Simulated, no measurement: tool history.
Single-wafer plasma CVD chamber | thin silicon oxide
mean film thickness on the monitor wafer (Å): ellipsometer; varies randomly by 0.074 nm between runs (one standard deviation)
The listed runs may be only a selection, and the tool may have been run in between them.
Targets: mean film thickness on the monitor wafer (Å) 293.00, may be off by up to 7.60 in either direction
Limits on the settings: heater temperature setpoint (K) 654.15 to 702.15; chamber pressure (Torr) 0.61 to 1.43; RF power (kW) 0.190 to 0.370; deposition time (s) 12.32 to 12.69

| run | day | heater temperature setpoint (K) | chamber pressure (Torr) | RF power (kW) | deposition time (s) | mean film thickness on the monitor wafer (Å) |
|---|---|---|---|---|---|---|
| 1 | 0.000 | 678.15 | 1.02 | 0.280 | 12.32 | 260.83 |
| 2 | 0.246 | 678.15 | 0.86 | 0.280 | 12.32 | 232.97 |
| 3 | 0.288 | 678.15 | 0.95 | 0.280 | 12.32 | 249.21 |
| 4 | 0.450 | 678.15 | 0.98 | 0.280 | 12.32 | 255.60 |
| 5 | 0.696 | 678.15 | 0.90 | 0.280 | 12.32 | 239.99 |
| 6 | 1.062 | 678.15 | 0.72 | 0.280 | 12.32 | 203.52 |
| 7 | 1.362 | 678.15 | 0.72 | 0.280 | 12.32 | 203.16 |
| 8 | 1.608 | 678.15 | 0.79 | 0.280 | 12.33 | 219.17 |
| 9 | 1.888 | 678.15 | 0.85 | 0.280 | 12.34 | 230.84 |
| 10 | 2.254 | 678.15 | 0.89 | 0.280 | 12.34 | 239.60 |

Which one of the following 5 next-run settings gets every result inside its allowed miss? There is exactly one.
| A | 2.621 | 682.15 | 1.02 | 0.300 | 12.69 | ? |
| B | 2.621 | 670.15 | 1.12 | 0.290 | 12.69 | ? |
| C | 2.621 | 676.15 | 0.96 | 0.310 | 12.69 | ? |
| D | 2.621 | 678.15 | 1.01 | 0.285 | 12.69 | ? |
| E | 2.621 | 677.15 | 1.21 | 0.295 | 12.69 | ? |

| move | mean film thickness on the monitor wafer (Å) |
|---|---|
| A | 275.55 |
| B | 289.62 |
| C | 270.31 |
| D | 269.18 |
| E | 303.61 |
A: nearer than the last run, and not there yet
B: hits every target within its allowed miss
C: nearer than the last run, and not there yet
D: nearer than the last run, and not there yet
E: takes the result that was furthest off past its target
The move that meets every target is B.

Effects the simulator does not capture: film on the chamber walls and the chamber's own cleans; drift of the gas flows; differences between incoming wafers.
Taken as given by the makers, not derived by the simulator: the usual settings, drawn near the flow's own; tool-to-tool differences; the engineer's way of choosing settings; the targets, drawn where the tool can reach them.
